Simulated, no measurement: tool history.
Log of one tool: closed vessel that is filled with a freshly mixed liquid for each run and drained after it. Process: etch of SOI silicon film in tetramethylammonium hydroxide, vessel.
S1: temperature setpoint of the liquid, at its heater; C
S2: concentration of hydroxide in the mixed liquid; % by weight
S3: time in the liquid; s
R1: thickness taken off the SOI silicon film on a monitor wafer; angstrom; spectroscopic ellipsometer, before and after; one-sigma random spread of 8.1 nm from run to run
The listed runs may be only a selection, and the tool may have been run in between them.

run	hour	S1	S2	S3	R1
1	0.0	75.0	11.0	100	10457.0
2	4.1	79.0	11.0	100	13046.0
3	12.4	76.5	11.0	100	11274.0
4	17.9	75.0	11.0	100	10472.0
5	23.6	75.0	11.0	100	10356.0
6	32.6	74.0	11.0	100	9945.8
7	34.6	73.0	11.0	100	9407.9

Forecast run 8:
8	36.4	72.5	11.0	100	?

{"run 8": {"R1": 8923.7}}
